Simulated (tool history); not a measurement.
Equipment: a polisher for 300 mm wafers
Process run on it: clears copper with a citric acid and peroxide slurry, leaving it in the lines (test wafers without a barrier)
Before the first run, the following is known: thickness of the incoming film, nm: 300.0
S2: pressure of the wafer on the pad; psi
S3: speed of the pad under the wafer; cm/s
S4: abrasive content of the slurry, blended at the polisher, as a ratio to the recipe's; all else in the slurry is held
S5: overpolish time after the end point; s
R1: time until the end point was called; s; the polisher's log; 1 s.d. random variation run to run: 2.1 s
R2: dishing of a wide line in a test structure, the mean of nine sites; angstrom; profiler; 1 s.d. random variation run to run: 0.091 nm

Run 1, hour 0.0: flow of slurry (ml/min) 150, S2 3.5 psi, S3 88 cm/s, S4 1.00, S5 13 s. Result: R1 179.50 s, R2 207.340 angstrom.
Run 2, hour 1.3: flow of slurry (ml/min) 155, S2 3.2 psi, S3 92 cm/s, S4 1.00, S5 10 s. Result: R1 187.16 s, R2 158.350 angstrom.
Run 3, hour 7.2: flow of slurry (ml/min) 155, S2 3.2 psi, S3 92 cm/s, S4 0.90, S5 10 s. Result: R1 193.91 s, R2 148.200 angstrom.
Run 4, hour 14.1: flow of slurry (ml/min) 155, S2 3.2 psi, S3 92 cm/s, S4 0.90, S5 14 s. Result: R1 192.52 s, R2 203.920 angstrom.
Run 5, hour 17.3: flow of slurry (ml/min) 155, S2 2.7 psi, S3 92 cm/s, S4 0.90, S5 14 s. Result: R1 231.24 s, R2 174.860 angstrom.
Run 6, hour 22.0: flow of slurry (ml/min) 155, S2 2.7 psi, S3 92 cm/s, S4 0.90, S5 11 s. Result: R1 224.90 s, R2 139.230 angstrom.
Run 7, hour 26.4: flow of slurry (ml/min) 180, S2 2.5 psi, S3 104 cm/s, S4 0.90, S5 5 s. Result: R1 217.57 s, R2 69.756 angstrom.
Run 8, hour 34.9: flow of slurry (ml/min) 190, S2 2.7 psi, S3 108 cm/s, S4 0.85, S5 5 s. Result: R1 194.16 s, R2 76.680 angstrom.
Run 9, hour 38.3: flow of slurry (ml/min) 200, S2 2.8 psi, S3 110 cm/s, S4 0.80, S5 5 s. Result: R1 190.03 s, R2 78.221 angstrom.

What does the tool deliver on the next run?
Run 10, hour 45.7: flow of slurry (ml/min) 210, S2 2.8 psi, S3 116 cm/s, S4 0.75, S5 5 s. Result: R1 ?, R2 ?.

{"run 10": {"R1": 184.02, "R2": 82.521}}

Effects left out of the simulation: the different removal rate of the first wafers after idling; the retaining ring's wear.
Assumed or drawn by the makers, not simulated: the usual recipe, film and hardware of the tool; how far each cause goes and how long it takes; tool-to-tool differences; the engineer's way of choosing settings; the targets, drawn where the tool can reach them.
